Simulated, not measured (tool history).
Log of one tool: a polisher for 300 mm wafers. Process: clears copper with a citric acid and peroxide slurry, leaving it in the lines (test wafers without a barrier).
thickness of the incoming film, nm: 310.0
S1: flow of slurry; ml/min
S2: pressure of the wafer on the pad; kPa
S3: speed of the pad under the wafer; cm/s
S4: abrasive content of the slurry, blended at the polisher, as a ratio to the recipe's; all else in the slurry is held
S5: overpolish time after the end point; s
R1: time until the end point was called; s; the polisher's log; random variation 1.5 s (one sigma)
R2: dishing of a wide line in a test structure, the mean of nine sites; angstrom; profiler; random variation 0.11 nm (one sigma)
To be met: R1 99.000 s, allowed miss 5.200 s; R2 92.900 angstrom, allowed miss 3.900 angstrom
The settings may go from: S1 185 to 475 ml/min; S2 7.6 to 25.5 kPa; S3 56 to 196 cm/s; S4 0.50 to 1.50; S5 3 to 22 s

run	hour	S1	S2	S3	S4	S5	R1	R2
1	0.0	305	16.5	126	1.00	11	120.820	195.340
2	6.9	305	16.5	126	1.00	15	121.870	263.210
3	8.6	305	20.0	126	1.00	15	101.070	303.890
4	11.7	365	20.0	126	1.00	15	99.633	308.910
5	16.0	375	21.4	110	1.00	11	108.680	223.430
6	18.4	375	21.4	110	1.00	13	106.300	255.070
7	19.7	320	20.7	112	0.90	10	109.830	191.680
8	20.5	280	20.7	112	0.80	8	116.240	156.100
9	24.3	250	21.4	112	0.70	7	115.070	131.070
10	25.2	230	22.8	112	0.65	6	114.140	117.310

Which of these 4 next moves meets every target?
A	26.1	215	22.8	94	0.65	10	?	?
B	26.1	265	23.4	122	0.65	4	?	?
C	26.1	235	23.4	118	0.60	8	?	?
D	26.1	220	22.8	110	0.80	8	?	?

move	R1	R2
A	136.750	166.030
B	100.310	94.043
C	106.950	169.520
D	111.950	162.520
A: further off than the last run
B: meets every target
C: further off than the last run
D: further off than the last run
Answer: B
